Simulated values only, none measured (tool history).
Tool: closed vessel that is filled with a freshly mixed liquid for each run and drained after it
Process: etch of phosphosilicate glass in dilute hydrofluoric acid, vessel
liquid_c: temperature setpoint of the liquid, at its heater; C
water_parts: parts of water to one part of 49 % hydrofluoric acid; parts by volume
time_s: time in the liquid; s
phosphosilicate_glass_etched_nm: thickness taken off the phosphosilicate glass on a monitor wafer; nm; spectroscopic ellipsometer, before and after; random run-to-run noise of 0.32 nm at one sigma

| run | hour | liquid_c | water_parts | time_s | phosphosilicate_glass_etched_nm |
|---|---|---|---|---|---|
| 1 | 0 | 22 | 185 | 95 | 53.444 |
| 2 | 5.8 | 20.5 | 185 | 95 | 50.07 |
| 3 | 9.5 | 21.5 | 185 | 95 | 52.108 |
| 4 | 10.8 | 23 | 185 | 95 | 54.659 |
| 5 | 18.1 | 21.5 | 185 | 95 | 51.792 |
| 6 | 21.9 | 21.5 | 185 | 95 | 52.279 |
| 7 | 30.8 | 22.5 | 185 | 95 | 54.222 |
| 8 | 36.1 | 23.5 | 185 | 95 | 55.675 |
| 9 | 44.9 | 24 | 185 | 95 | 57.501 |
| 10 | 49.6 | 24.5 | 185 | 95 | 57.97 |
| 11 | 58.4 | 25 | 185 | 95 | 59.303 |
| 12 | 62.7 | 25.5 | 185 | 95 | 60.418 |

Estimate the outcome of run 13 from the log above:
| 13 | 69.1 | 26 | 185 | 95 | ? |

Run 13 came out at phosphosilicate_glass_etched_nm 61.692 nm.
